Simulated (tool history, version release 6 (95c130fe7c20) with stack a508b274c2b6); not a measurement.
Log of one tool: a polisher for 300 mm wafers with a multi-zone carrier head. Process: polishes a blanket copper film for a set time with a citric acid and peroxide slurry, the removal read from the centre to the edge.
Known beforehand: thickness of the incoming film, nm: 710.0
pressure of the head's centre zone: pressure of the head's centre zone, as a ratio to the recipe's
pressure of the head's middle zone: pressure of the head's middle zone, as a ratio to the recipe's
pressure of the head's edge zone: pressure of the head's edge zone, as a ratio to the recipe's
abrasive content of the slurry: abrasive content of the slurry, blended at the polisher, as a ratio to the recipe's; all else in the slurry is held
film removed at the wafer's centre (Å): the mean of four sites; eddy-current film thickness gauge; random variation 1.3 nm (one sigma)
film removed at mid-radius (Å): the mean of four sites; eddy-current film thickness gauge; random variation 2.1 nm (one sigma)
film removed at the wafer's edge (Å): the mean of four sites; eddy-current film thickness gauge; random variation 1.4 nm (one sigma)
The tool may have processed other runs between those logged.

run	hour	flow of slurry (ml/min)	pressure of the head's centre zone	pressure of the head's middle zone	pressure of the head's edge zone	abrasive content of the slurry	polishing time (s)	film removed at the wafer's centre (Å)	film removed at mid-radius (Å)	film removed at the wafer's edge (Å)
1	0	205	1	1	1	1	68	1757.3	1751	1698.7
2	8	185	1	1	1	1	68	1714.3	1728.5	1701
3	9.4	185	1	1.08	1	1	68	1710.7	1833.2	1689.1
4	16.2	185	1	1.16	1	1	68	1708.8	1920.5	1691.7
5	25.1	180	1.02	1.13	0.97	0.95	68	1740.5	1860.5	1635.1
6	33.8	225	1.02	1.13	0.97	0.95	68	1795.1	1880.6	1659.8
7	36.5	220	1.02	1.1	0.95	0.9	68	1744.1	1837.2	1666.3

What does the tool deliver on the next run?
8	41.2	220	1.04	1.1	0.94	0.85	67	?	?	?

{"run 8": {"film removed at the wafer's centre (Å)": 1754.5, "film removed at mid-radius (Å)": 1801.5, "film removed at the wafer's edge (Å)": 1611.6}}
